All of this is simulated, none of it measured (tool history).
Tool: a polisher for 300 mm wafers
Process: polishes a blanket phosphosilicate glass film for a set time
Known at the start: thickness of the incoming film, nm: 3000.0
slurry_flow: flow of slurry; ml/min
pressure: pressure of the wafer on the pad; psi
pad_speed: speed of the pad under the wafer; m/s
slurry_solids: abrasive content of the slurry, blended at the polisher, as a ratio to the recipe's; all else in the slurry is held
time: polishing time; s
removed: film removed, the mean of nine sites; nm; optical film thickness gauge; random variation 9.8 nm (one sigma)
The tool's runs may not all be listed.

Run 1, hour 0: slurry_flow 290 ml/min, pressure 3.5 psi, pad_speed 0.9 m/s, slurry_solids 1, time 69 s. Result: removed 495.43 nm.
Run 2, hour 8: slurry_flow 290 ml/min, pressure 3.5 psi, pad_speed 0.9 m/s, slurry_solids 1.15, time 69 s. Result: removed 518.37 nm.
Run 3, hour 9.2: slurry_flow 290 ml/min, pressure 3.7 psi, pad_speed 0.9 m/s, slurry_solids 1.15, time 69 s. Result: removed 562.13 nm.
Run 4, hour 10.5: slurry_flow 290 ml/min, pressure 3.8 psi, pad_speed 0.9 m/s, slurry_solids 1.15, time 69 s. Result: removed 558.97 nm.
Run 5, hour 19.4: slurry_flow 290 ml/min, pressure 3.8 psi, pad_speed 1.08 m/s, slurry_solids 1.15, time 69 s. Result: removed 663.19 nm.
Run 6, hour 26.9: slurry_flow 290 ml/min, pressure 3.2 psi, pad_speed 1.08 m/s, slurry_solids 1.15, time 69 s. Result: removed 552.32 nm.
Run 7, hour 29.7: slurry_flow 290 ml/min, pressure 4.2 psi, pad_speed 1.1 m/s, slurry_solids 1.15, time 69 s. Result: removed 729.23 nm.

The next listed run, before its measurement:
Run 8, hour 36.9: slurry_flow 290 ml/min, pressure 4.3 psi, pad_speed 1.1 m/s, slurry_solids 1.15, time 69 s. Result: removed ?.

{"run 8": {"removed": 755.62}}
